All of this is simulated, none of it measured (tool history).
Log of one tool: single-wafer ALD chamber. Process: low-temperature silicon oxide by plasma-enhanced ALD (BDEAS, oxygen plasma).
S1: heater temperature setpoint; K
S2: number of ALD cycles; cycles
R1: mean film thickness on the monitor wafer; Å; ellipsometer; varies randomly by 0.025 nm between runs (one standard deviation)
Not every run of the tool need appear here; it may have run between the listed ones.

run  hour      S1  S2      R1
  1     0  368.15  41  63.494
  2   6.3  366.15  42  65.563
  3   8.5  364.15  43  67.526
  4  15.1  362.15  43  67.941
  5  16.3  362.15  40  63.411
     17.2  -- thermocouple changed; heater temperature recalibrated
  6  17.2  360.15  41  64.348

Estimate the outcome of run 7 from the log above:
  7  24.8  349.15  47   ?

R1: 76.301 Å
